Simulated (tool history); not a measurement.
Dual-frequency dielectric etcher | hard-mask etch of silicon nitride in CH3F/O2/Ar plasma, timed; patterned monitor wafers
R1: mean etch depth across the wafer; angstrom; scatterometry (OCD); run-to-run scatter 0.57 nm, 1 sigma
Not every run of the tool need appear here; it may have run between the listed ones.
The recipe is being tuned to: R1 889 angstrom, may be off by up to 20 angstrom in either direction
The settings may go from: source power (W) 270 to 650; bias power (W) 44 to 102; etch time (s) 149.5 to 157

Run 1, hour 0: source power (W) 460, bias power (W) 73, etch time (s) 149.5. Result: R1 1019.9 angstrom.
Run 2, hour 6.9: source power (W) 440, bias power (W) 72, etch time (s) 149.5. Result: R1 1018 angstrom.
Run 3, hour 7.6: source power (W) 420, bias power (W) 69, etch time (s) 149.5. Result: R1 979.68 angstrom.
Run 4, hour 10.1: source power (W) 420, bias power (W) 80, etch time (s) 149.5. Result: R1 1033.1 angstrom.
Run 5, hour 10.8: source power (W) 400, bias power (W) 78, etch time (s) 149.5. Result: R1 1015.2 angstrom.
Run 6, hour 11.6: source power (W) 380, bias power (W) 76, etch time (s) 149.5. Result: R1 976.51 angstrom.
Run 7, hour 17.8: source power (W) 370, bias power (W) 76, etch time (s) 149.5. Result: R1 980.39 angstrom.
Run 8, hour 26.2: source power (W) 360, bias power (W) 75, etch time (s) 149.5. Result: R1 964.52 angstrom.

Consider the 5 candidate settings below. Which is the only one whose results all fall within their allowed miss of target?
Run A, hour 34.6: source power (W) 390, bias power (W) 76, etch time (s) 154.5. Result: R1 ?.
Run B, hour 34.6: source power (W) 450, bias power (W) 73, etch time (s) 149.5. Result: R1 ?.
Run C, hour 34.6: source power (W) 270, bias power (W) 67, etch time (s) 153.5. Result: R1 ?.
Run D, hour 34.6: source power (W) 330, bias power (W) 77, etch time (s) 156.5. Result: R1 ?.
Run E, hour 34.6: source power (W) 460, bias power (W) 86, etch time (s) 151.5. Result: R1 ?.

move      R1
   A  1029.3
   B  1020.1
   C  894.57
   D  1004.4
   E  1101.7
A: the biggest miss grows against the last run
B: the biggest miss grows against the last run
C: all results land within tolerance of their targets
D: the biggest miss grows against the last run
E: the biggest miss grows against the last run
C is the move that brings every result within its allowed miss.
